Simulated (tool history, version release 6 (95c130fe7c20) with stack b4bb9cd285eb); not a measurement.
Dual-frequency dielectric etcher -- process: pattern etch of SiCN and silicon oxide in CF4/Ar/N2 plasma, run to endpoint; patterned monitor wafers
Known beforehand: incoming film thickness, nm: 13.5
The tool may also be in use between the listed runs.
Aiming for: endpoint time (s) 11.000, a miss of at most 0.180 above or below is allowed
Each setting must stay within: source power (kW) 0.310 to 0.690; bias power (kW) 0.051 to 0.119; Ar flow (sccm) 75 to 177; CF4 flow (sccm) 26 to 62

run  hour  source power (kW)  bias power (kW)  Ar flow (sccm)  CF4 flow (sccm)  endpoint time (s)
  1   0.0              0.500            0.085             126               44             15.389
  2   3.8              0.500            0.085             126               37             15.783
  3   4.4              0.500            0.085             126               41             15.476
  4  11.0              0.540            0.086             126               41             14.225
  5  15.6              0.480            0.086             126               41             16.089
  6  19.2              0.480            0.086             126               46             15.903
  7  25.4              0.520            0.086             126               46             14.487
  8  26.9              0.550            0.086             126               46             13.599
  9  32.0              0.550            0.086             126               46             13.696
 10  38.8              0.570            0.086             126               46             13.214

Exactly one of the 5 candidate moves below puts every result within its allowed miss. Which one?
  A  45.6              0.640            0.090             120               58                  ?
  B  45.6              0.660            0.094             114               55                  ?
  C  45.6              0.480            0.079             148               44                  ?
  D  45.6              0.620            0.113             110               52                  ?
  E  45.6              0.640            0.080             134               50                  ?

move  endpoint time (s)
   A             10.920
   B             10.412
   C             16.876
   D             10.460
   E             11.860
A: every result within its allowed miss
B: the result that was furthest off in the last run now lies on the other side of its target
C: further off than the last run
D: the result that was furthest off in the last run now lies on the other side of its target
E: closer than the last run, but not yet in spec
So the answer is move A, the one that meets all the targets.
